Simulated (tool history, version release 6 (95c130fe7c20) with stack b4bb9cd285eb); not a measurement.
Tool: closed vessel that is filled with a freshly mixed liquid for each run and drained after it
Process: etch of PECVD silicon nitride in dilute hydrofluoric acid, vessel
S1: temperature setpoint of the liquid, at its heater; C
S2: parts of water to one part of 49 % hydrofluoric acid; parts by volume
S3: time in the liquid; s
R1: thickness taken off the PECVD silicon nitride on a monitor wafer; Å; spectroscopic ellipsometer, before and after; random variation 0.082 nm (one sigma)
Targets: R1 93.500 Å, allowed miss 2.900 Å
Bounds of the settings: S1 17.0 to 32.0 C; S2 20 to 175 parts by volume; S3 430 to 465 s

| run | hour | S1 | S2 | S3 | R1 |
|---|---|---|---|---|---|
| 1 | 0.0 | 24.0 | 95 | 430 | 77.137 |
| 2 | 7.7 | 24.5 | 95 | 430 | 78.579 |
| 3 | 14.9 | 21.5 | 95 | 430 | 64.751 |
| 4 | 16.8 | 22.5 | 95 | 430 | 70.402 |
| 5 | 25.0 | 23.5 | 95 | 430 | 75.841 |
|  | 27.5 | hydrofluoric acid flow meter replaced |
| 6 | 27.5 | 20.5 | 95 | 430 | 58.460 |
| 7 | 35.0 | 21.5 | 95 | 430 | 62.094 |
| 8 | 40.6 | 22.5 | 95 | 430 | 67.820 |
| 9 | 42.4 | 23.0 | 95 | 430 | 69.425 |
| 10 | 49.6 | 23.5 | 95 | 430 | 71.907 |
| 11 | 54.4 | 24.0 | 95 | 430 | 73.447 |
| 12 | 57.8 | 24.5 | 95 | 430 | 77.835 |
| 13 | 61.1 | 25.0 | 95 | 430 | 79.351 |
| 14 | 65.2 | 25.5 | 95 | 430 | 81.205 |
| 15 | 73.2 | 26.0 | 95 | 430 | 84.566 |
| 16 | 76.5 | 26.5 | 95 | 430 | 87.227 |
| 17 | 78.9 | 27.0 | 95 | 430 | 89.445 |

Which of these 5 next moves meets every target?
| A | 81.3 | 24.5 | 90 | 465 | ? |
| B | 81.3 | 25.5 | 80 | 450 | ? |
| C | 81.3 | 27.5 | 105 | 450 | ? |
| D | 81.3 | 25.5 | 90 | 465 | ? |
| E | 81.3 | 25.5 | 95 | 445 | ? |

| move | R1 |
|---|---|
| A | 87.148 |
| B | 101.190 |
| C | 87.928 |
| D | 93.062 |
| E | 84.415 |
A: further off than the last run
B: takes the result that was furthest off past its target
C: further off than the last run
D: meets every target
E: further off than the last run
Answer: D
